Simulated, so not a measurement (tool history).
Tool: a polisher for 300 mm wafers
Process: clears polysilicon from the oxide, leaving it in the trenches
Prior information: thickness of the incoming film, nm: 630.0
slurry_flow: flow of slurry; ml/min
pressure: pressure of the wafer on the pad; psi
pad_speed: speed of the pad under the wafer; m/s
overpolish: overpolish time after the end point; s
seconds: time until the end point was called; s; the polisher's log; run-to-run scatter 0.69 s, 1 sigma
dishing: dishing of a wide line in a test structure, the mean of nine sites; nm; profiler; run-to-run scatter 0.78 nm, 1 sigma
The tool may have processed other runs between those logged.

run  hour  slurry_flow  pressure  pad_speed  overpolish  seconds  dishing
  1   0.0          255       3.5       1.00          12   31.118   53.697
  2   5.9          315       3.5       1.00          12   30.675   54.253
  3  12.8          315       3.5       1.14          12   26.720   54.267
  4  17.0          265       3.5       1.14          12   27.030   52.701
  5  24.9          265       3.8       1.14          12   25.319   53.141
  6  32.1          255       3.4       1.04          11   30.568   53.514
  7  35.3          235       3.1       0.96          10   35.776   52.752
  8  36.6          225       2.8       0.90           9   42.247   48.789

Run 9, settings as shown, results not yet in. Your forecast:
  9  38.8          230       2.6       0.86          11        ?        ?

seconds: 47.792 s
dishing: 51.108 nm
